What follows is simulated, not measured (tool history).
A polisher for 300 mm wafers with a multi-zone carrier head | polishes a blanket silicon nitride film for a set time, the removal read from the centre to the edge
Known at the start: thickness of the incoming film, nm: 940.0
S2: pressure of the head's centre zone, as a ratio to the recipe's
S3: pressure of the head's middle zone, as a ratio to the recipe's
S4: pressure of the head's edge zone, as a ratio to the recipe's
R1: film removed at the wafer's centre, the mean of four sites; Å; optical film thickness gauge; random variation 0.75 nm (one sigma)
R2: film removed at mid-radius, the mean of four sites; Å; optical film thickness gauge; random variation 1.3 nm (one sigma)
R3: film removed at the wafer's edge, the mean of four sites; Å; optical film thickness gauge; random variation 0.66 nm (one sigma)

Run 1, hour 0: flow of slurry (ml/min) 260, S2 1, S3 1, S4 1, polishing time (s) 88. Result: R1 1535.8 Å, R2 1557.9 Å, R3 1533.4 Å.
Run 2, hour 0.6: flow of slurry (ml/min) 260, S2 1, S3 1, S4 1.05, polishing time (s) 88. Result: R1 1561 Å, R2 1515.4 Å, R3 1585.3 Å.
Run 3, hour 2.8: flow of slurry (ml/min) 255, S2 0.98, S3 0.99, S4 1.01, polishing time (s) 84. Result: R1 1445.4 Å, R2 1435.5 Å, R3 1485.7 Å.
Run 4, hour 11.7: flow of slurry (ml/min) 255, S2 0.98, S3 0.99, S4 1.01, polishing time (s) 63. Result: R1 1089.5 Å, R2 1105.7 Å, R3 1119.4 Å.
Run 5, hour 17.3: flow of slurry (ml/min) 190, S2 0.98, S3 0.99, S4 1.01, polishing time (s) 63. Result: R1 1016.2 Å, R2 1050.4 Å, R3 1084.3 Å.
Run 6, hour 20.9: flow of slurry (ml/min) 190, S2 0.98, S3 1.01, S4 1, polishing time (s) 63. Result: R1 1035.7 Å, R2 1077 Å, R3 1088.6 Å.

The next listed run, before its measurement:
Run 7, hour 25.6: flow of slurry (ml/min) 185, S2 0.97, S3 1.02, S4 0.99, polishing time (s) 63. Result: R1 ?, R2 ?, R3 ?.

R1: 1029.2 Å
R2: 1049.6 Å
R3: 1073.7 Å

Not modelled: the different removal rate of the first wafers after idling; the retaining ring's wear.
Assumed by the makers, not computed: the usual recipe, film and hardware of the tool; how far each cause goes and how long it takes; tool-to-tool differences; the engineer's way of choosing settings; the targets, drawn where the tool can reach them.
